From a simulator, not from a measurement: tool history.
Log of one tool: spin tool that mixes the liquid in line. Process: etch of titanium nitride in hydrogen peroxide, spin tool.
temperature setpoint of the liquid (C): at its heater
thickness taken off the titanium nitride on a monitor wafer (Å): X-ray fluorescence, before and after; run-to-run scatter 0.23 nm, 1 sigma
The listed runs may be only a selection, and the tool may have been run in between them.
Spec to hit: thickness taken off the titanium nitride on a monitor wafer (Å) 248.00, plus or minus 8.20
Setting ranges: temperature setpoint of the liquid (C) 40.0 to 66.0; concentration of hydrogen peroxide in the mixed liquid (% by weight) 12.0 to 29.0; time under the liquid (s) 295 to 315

run    day  temperature setpoint of the liquid (C)  concentration of hydrogen peroxide in the mixed liquid (% by weight)  time under the liquid (s)  thickness taken off the titanium nitride on a monitor wafer (Å)
  1  0.000                                    56.0                                                                  19.5                        295                                                           131.56
  2  0.029                                    57.0                                                                  19.5                        295                                                           137.48
  3  0.258                                    57.0                                                                  23.0                        295                                                           139.84
  4  0.375                                    58.0                                                                  23.0                        295                                                           155.09
  5  0.521                                    58.0                                                                  23.0                        315                                                           165.90
  6  0.608                                    58.5                                                                  23.0                        315                                                           171.03
  7  0.829                                    59.0                                                                  23.0                        315                                                           175.13
  8  1.012                                    59.5                                                                  23.0                        315                                                           179.85
  9  1.358                                    60.0                                                                  23.0                        315                                                           190.54
 10  1.725                                    60.5                                                                  23.0                        315                                                           197.74
 11  1.954                                    61.0                                                                  23.0                        315                                                           199.73
 12  2.188                                    61.5                                                                  23.0                        315                                                           212.32
 13  2.229                                    62.0                                                                  23.0                        315                                                           218.32
 14  2.579                                    63.0                                                                  23.0                        315                                                           232.51
 15  2.854                                    63.5                                                                  23.0                        315                                                           234.78

Consider the 5 candidate settings below. Which is the only one whose results all fall within their allowed miss of target?
  A  3.129                                    65.5                                                                  22.5                        315                                                                ?
  B  3.129                                    65.5                                                                  21.5                        310                                                                ?
  C  3.129                                    65.0                                                                  25.5                        315                                                                ?
  D  3.129                                    64.5                                                                  21.5                        315                                                                ?
  E  3.129                                    62.0                                                                  21.5                        315                                                                ?

move  thickness taken off the titanium nitride on a monitor wafer (Å)
   A                                                           268.13
   B                                                           261.30
   C                                                           266.60
   D                                                           248.56
   E                                                           210.41
A: moves the result that the last run missed by most past its target, out the other side
B: moves the result that the last run missed by most past its target, out the other side
C: moves the result that the last run missed by most past its target, out the other side
D: all results land within tolerance of their targets
E: lands further from the targets than the last run did
Go with D: it meets all targets.
